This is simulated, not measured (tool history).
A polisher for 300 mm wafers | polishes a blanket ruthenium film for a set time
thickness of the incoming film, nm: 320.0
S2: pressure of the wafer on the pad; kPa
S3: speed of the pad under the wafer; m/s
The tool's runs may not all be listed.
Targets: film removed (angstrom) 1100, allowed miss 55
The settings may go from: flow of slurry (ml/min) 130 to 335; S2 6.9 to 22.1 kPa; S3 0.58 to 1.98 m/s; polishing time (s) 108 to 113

Run 1, hour 0: flow of slurry (ml/min) 215, S2 14.5 kPa, S3 1.28 m/s, polishing time (s) 108. Result: film removed (angstrom) 1938.7.
Run 2, hour 6.1: flow of slurry (ml/min) 215, S2 13.8 kPa, S3 1.28 m/s, polishing time (s) 108. Result: film removed (angstrom) 1873.1.
Run 3, hour 13.3: flow of slurry (ml/min) 215, S2 12.4 kPa, S3 1.28 m/s, polishing time (s) 108. Result: film removed (angstrom) 1689.8.
Run 4, hour 16.9: flow of slurry (ml/min) 215, S2 12.4 kPa, S3 1.28 m/s, polishing time (s) 108. Result: film removed (angstrom) 1699.1.
Run 5, hour 22.4: flow of slurry (ml/min) 215, S2 10.3 kPa, S3 1.28 m/s, polishing time (s) 108. Result: film removed (angstrom) 1368.9.
Run 6, hour 23.1: flow of slurry (ml/min) 215, S2 10.3 kPa, S3 1.28 m/s, polishing time (s) 113. Result: film removed (angstrom) 1464.5.
Run 7, hour 31.7: flow of slurry (ml/min) 215, S2 6.9 kPa, S3 1.2 m/s, polishing time (s) 113. Result: film removed (angstrom) 934.34.
Run 8, hour 35.1: flow of slurry (ml/min) 215, S2 7.6 kPa, S3 1.2 m/s, polishing time (s) 113. Result: film removed (angstrom) 1033.2.

Which of these 5 next moves meets every target?
Run A, hour 38.5: flow of slurry (ml/min) 155, S2 9.7 kPa, S3 0.98 m/s, polishing time (s) 108. Result: film removed (angstrom) ?.
Run B, hour 38.5: flow of slurry (ml/min) 215, S2 6.9 kPa, S3 1.3 m/s, polishing time (s) 108. Result: film removed (angstrom) ?.
Run C, hour 38.5: flow of slurry (ml/min) 275, S2 9 kPa, S3 1.1 m/s, polishing time (s) 112. Result: film removed (angstrom) ?.
Run D, hour 38.5: flow of slurry (ml/min) 245, S2 7.6 kPa, S3 1.18 m/s, polishing time (s) 108. Result: film removed (angstrom) ?.
Run E, hour 38.5: flow of slurry (ml/min) 225, S2 6.9 kPa, S3 1.36 m/s, polishing time (s) 108. Result: film removed (angstrom) ?.

move  film removed (angstrom)
   A                   944.82
   B                   935.15
   C                   1081.8
   D                   943.05
   E                   981.41
A: further off than the last run
B: further off than the last run
C: meets every target
D: further off than the last run
E: further off than the last run
Move C is the one to make.
